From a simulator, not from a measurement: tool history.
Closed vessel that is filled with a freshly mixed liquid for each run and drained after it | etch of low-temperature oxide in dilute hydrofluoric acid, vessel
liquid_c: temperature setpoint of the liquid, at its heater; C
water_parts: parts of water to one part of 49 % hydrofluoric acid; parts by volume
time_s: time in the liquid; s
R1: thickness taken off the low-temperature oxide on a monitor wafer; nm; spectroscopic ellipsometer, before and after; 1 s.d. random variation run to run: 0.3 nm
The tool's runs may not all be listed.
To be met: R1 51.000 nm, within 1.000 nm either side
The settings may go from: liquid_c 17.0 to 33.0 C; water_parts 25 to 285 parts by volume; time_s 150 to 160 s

run 1 hour=0.0 | liquid_c=25.0 water_parts=155 time_s=150 | R1=19.111
run 2 hour=1.2 | liquid_c=22.5 water_parts=155 time_s=150 | R1=17.408
run 3 hour=7.9 | liquid_c=22.5 water_parts=195 time_s=150 | R1=13.221
run 4 hour=9.1 | liquid_c=25.5 water_parts=150 time_s=150 | R1=20.007
run 5 hour=12.7 | liquid_c=22.5 water_parts=150 time_s=150 | R1=17.977
run 6 hour=20.0 | liquid_c=22.5 water_parts=185 time_s=150 | R1=14.101
run 7 hour=22.9 | liquid_c=25.5 water_parts=145 time_s=150 | R1=21.176
run 8 hour=30.8 | liquid_c=29.5 water_parts=80 time_s=150 | R1=47.889
run 9 hour=31.8 | liquid_c=30.0 water_parts=80 time_s=150 | R1=49.124
run 10 hour=37.6 | liquid_c=30.0 water_parts=80 time_s=150 | R1=49.419

Which of these 5 next moves meets every target?
run A hour=43.4 | liquid_c=26.0 water_parts=75 time_s=160 | R1=?
run B hour=43.4 | liquid_c=29.0 water_parts=75 time_s=160 | R1=?
run C hour=43.4 | liquid_c=27.5 water_parts=80 time_s=160 | R1=?
run D hour=43.4 | liquid_c=29.5 water_parts=80 time_s=160 | R1=?
run E hour=43.4 | liquid_c=33.0 water_parts=85 time_s=155 | R1=?

move=A R1=48.159
move=B R1=54.164
move=C R1=47.569
move=D R1=51.394
move=E R1=53.062
A: moves away from the targets compared with the last run
B: takes the biggest miss from the last run beyond its target
C: moves away from the targets compared with the last run
D: all results land within tolerance of their targets
E: takes the biggest miss from the last run beyond its target
Correct choice: D, which meets every target

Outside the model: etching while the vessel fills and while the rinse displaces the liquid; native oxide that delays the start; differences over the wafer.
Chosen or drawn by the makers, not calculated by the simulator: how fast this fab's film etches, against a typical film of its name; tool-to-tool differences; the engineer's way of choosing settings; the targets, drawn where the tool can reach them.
